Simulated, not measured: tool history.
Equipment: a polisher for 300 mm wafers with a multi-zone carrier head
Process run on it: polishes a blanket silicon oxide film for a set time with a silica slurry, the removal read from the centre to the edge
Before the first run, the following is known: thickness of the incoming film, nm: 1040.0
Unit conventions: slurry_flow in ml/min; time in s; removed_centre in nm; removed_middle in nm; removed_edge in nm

{"run": 1, "hour": 0.0, "slurry_flow": 310, "centre_zone": 1, "middle_zone": 1, "edge_zone": 1, "slurry_solids": 1, "time": 72, "removed_centre": 162.18, "removed_middle": 162.45, "removed_edge": 162.33}
{"run": 2, "hour": 1.9, "slurry_flow": 310, "centre_zone": 1, "middle_zone": 1.04, "edge_zone": 1, "slurry_solids": 1, "time": 72, "removed_centre": 159.62, "removed_middle": 170.35, "removed_edge": 159.76}
{"run": 3, "hour": 9.1, "slurry_flow": 315, "centre_zone": 1, "middle_zone": 1.03, "edge_zone": 1.05, "slurry_solids": 1.05, "time": 72, "removed_centre": 163.48, "removed_middle": 169.44, "removed_edge": 165.18}
{"run": 4, "hour": 15.0, "slurry_flow": 315, "centre_zone": 0.98, "middle_zone": 1.01, "edge_zone": 1.07, "slurry_solids": 1.15, "time": 72, "removed_centre": 163.97, "removed_middle": 168.82, "removed_edge": 171.69}
{"run": 5, "hour": 22.5, "slurry_flow": 315, "centre_zone": 0.98, "middle_zone": 1.01, "edge_zone": 1.08, "slurry_solids": 1.25, "time": 72, "removed_centre": 166.62, "removed_middle": 174.3, "removed_edge": 180.64}
{"run": 6, "hour": 26.7, "slurry_flow": 320, "centre_zone": 0.99, "middle_zone": 1.01, "edge_zone": 1.09, "slurry_solids": 1.3, "time": 72, "removed_centre": 172.73, "removed_middle": 179.55, "removed_edge": 183.81}

What does the tool deliver on the next run?
{"run": 7, "hour": 27.3, "slurry_flow": 325, "centre_zone": 0.99, "middle_zone": 1.01, "edge_zone": 1.11, "slurry_solids": 1.35, "time": 72, "removed_centre": "?", "removed_middle": "?", "removed_edge": "?"}

Logged for run 7: removed_centre 181.4 nm, removed_middle 182.99 nm, removed_edge 187.23 nm.
